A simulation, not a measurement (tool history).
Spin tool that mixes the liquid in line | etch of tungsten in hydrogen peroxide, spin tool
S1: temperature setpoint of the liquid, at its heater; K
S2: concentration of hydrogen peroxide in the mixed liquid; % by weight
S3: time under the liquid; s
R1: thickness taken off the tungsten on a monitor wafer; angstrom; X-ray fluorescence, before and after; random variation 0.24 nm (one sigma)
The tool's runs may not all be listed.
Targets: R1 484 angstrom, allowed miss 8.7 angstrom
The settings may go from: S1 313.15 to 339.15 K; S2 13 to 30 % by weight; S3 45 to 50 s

run,day,S1,S2,S3,R1
1,0,329.15,24,45,800.7
2,0.296,329.15,24,50,894.07
3,0.546,329.15,21,50,836.35
4,0.754,327.15,21,50,740.67
5,1.083,327.15,17,50,666.65
6,1.404,327.15,17,45,594.35
7,1.596,323.15,17,45,472.43
8,1.942,323.15,17,45,472.06

Which of these 5 next moves meets every target?
A,2.288,322.65,17,45,?
B,2.288,323.15,16,45,?
C,2.288,322.15,18.5,45,?
D,2.288,321.65,17.5,50,?
E,2.288,322.15,15,50,?

move,R1
A,458.12
B,458.26
C,463.46
D,485.65
E,463.69
A: further off than the last run
B: further off than the last run
C: further off than the last run
D: meets every target
E: further off than the last run
Answer: D

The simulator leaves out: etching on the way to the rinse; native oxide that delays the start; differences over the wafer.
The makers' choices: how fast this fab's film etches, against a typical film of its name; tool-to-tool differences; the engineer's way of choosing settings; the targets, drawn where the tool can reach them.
